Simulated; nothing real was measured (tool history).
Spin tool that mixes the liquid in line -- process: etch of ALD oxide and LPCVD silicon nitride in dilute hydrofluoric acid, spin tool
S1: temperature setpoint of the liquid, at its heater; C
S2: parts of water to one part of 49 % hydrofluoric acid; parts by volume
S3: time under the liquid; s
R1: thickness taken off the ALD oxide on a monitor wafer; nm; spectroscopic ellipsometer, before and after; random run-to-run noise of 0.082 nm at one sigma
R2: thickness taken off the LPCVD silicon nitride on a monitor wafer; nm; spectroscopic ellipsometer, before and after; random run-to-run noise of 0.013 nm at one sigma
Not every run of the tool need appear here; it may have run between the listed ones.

run	day	S1	S2	S3	R1	R2
1	0	26	45	30	24.584	0.37603
2	0.158	26	45	40	33.048	0.44687
3	0.417	24	50	40	26.725	0.32772
4	0.567	24	65	40	20.26	0.29029
5	0.621	24	70	40	18.524	0.2147
6	0.758	24	70	50	23.532	0.27452
7	0.933	24	70	50	23.763	0.35422

What will run 8 give?
8	1.279	22.5	70	45	?	?

Run 8 came out at R1 19.968 nm, R2 0.24502 nm.
